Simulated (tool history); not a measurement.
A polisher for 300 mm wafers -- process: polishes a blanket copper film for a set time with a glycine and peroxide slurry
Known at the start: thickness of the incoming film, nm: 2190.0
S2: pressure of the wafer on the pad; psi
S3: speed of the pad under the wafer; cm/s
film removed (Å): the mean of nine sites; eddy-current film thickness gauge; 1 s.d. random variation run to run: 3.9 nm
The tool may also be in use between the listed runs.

run 1 hour=0.0 | flow_of_slurry_(ml/min)=220 S2=2.4 S3=96 polishing_time_(s)=114 | film_removed_(Å)=6421.7
run 2 hour=1.9 | flow_of_slurry_(ml/min)=220 S2=2.4 S3=116 polishing_time_(s)=114 | film_removed_(Å)=7299.3
run 3 hour=7.2 | flow_of_slurry_(ml/min)=210 S2=2.0 S3=96 polishing_time_(s)=114 | film_removed_(Å)=5450.7
run 4 hour=14.5 | flow_of_slurry_(ml/min)=210 S2=1.7 S3=96 polishing_time_(s)=114 | film_removed_(Å)=4869.8
run 5 hour=18.1 | flow_of_slurry_(ml/min)=205 S2=1.5 S3=86 polishing_time_(s)=114 | film_removed_(Å)=4049.2
run 6 hour=19.9 | flow_of_slurry_(ml/min)=205 S2=1.4 S3=82 polishing_time_(s)=114 | film_removed_(Å)=3791.2

Run 7 is up next; what results do you expect?
run 7 hour=25.0 | flow_of_slurry_(ml/min)=205 S2=1.3 S3=78 polishing_time_(s)=114 | film_removed_(Å)=?

film removed (Å): 3416.5
